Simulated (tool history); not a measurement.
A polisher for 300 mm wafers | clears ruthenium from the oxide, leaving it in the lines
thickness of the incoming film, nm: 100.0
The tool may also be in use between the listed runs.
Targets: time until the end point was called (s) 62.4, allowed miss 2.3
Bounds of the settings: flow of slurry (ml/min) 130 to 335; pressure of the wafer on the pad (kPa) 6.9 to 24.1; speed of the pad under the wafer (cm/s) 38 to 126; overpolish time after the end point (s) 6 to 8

| run | hour | flow of slurry (ml/min) | pressure of the wafer on the pad (kPa) | speed of the pad under the wafer (cm/s) | overpolish time after the end point (s) | time until the end point was called (s) |
|---|---|---|---|---|---|---|
| 1 | 0 | 215 | 15.2 | 82 | 8 | 85.795 |
| 2 | 8.5 | 215 | 15.2 | 70 | 8 | 99.372 |
| 3 | 11.6 | 215 | 15.2 | 52 | 8 | 133.72 |
| 4 | 18.4 | 215 | 15.2 | 52 | 8 | 134.05 |
| 5 | 25.5 | 215 | 15.9 | 54 | 8 | 122.03 |
| 6 | 26.1 | 180 | 15.9 | 54 | 8 | 128.24 |
| 7 | 28.6 | 185 | 16.5 | 54 | 8 | 121.36 |
| 8 | 35.1 | 190 | 17.2 | 54 | 8 | 116.86 |
| 9 | 41.3 | 195 | 21.4 | 72 | 8 | 72.449 |
| 10 | 47.2 | 200 | 21.4 | 72 | 8 | 73.585 |
| 11 | 50.8 | 205 | 22.8 | 72 | 8 | 68.592 |
| 12 | 58.9 | 205 | 23.4 | 74 | 8 | 65.853 |

4 next moves are on the table. One of them brings every result within its allowed miss. Which?
| A | 67 | 230 | 24.1 | 74 | 6 | ? |
| B | 67 | 235 | 22.1 | 72 | 8 | ? |
| C | 67 | 220 | 22.8 | 84 | 8 | ? |
| D | 67 | 240 | 22.1 | 76 | 8 | ? |

| move | time until the end point was called (s) |
|---|---|
| A | 62.692 |
| B | 69.546 |
| C | 58.826 |
| D | 65.814 |
A: meets every target
B: further off than the last run
C: takes the result that was furthest off past its target
D: as far off as the last run
The right move is A.
